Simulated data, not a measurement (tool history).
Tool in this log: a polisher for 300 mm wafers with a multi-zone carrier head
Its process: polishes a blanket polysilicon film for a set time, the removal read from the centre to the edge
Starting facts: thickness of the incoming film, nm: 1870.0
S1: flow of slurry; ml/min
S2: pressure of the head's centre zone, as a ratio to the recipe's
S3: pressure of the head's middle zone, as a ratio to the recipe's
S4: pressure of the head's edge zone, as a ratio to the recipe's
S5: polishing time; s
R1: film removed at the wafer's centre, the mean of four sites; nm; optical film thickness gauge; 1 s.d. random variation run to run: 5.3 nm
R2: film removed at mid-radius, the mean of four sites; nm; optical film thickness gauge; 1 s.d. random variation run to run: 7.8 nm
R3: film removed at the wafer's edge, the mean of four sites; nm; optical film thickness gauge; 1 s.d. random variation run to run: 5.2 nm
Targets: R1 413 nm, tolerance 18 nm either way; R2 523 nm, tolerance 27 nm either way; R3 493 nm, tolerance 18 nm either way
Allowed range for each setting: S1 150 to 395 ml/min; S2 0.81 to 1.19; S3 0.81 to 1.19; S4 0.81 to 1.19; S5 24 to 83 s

run	hour	S1	S2	S3	S4	S5	R1	R2	R3
1	0	250	1	1	1	53	395.92	387.3	395.29
2	6.9	250	1	1	1	45	338.06	328.29	340.11
3	15.2	250	0.97	1	1	45	316.97	321.99	343.08
4	22.6	300	0.97	1	1	45	337.42	335.5	335.85
5	28.4	280	0.95	1.04	1.01	50	354.07	379.38	378.6
6	29.3	275	0.94	1.07	1.03	53	375.69	411.69	412.57
7	33.1	280	0.93	1.1	1.04	55	381.98	441.71	427.05
8	40	280	0.93	1.12	1.06	56	399.29	461.38	429.09
9	44.3	280	0.91	1.12	1.06	58	399.86	469.37	453.47

Pick the move, out of 4, that brings all results within their allowed miss; only one does.
A	48.6	280	0.96	1.03	1.06	53	?	?	?
B	48.6	190	0.88	1.14	1.09	66	?	?	?
C	48.6	330	0.96	0.96	1.1	57	?	?	?
D	48.6	200	0.81	0.89	1.18	65	?	?	?

move	R1	R2	R3
A	382.11	407.48	415.67
B	416.68	522.66	501.73
C	418.43	420.68	460.18
D	386.57	423.9	515.97
A: lands further from the targets than the last run did
B: each result inside its tolerance
C: lands further from the targets than the last run did
D: moves the result that the last run missed by most past its target, out the other side
Answer: B

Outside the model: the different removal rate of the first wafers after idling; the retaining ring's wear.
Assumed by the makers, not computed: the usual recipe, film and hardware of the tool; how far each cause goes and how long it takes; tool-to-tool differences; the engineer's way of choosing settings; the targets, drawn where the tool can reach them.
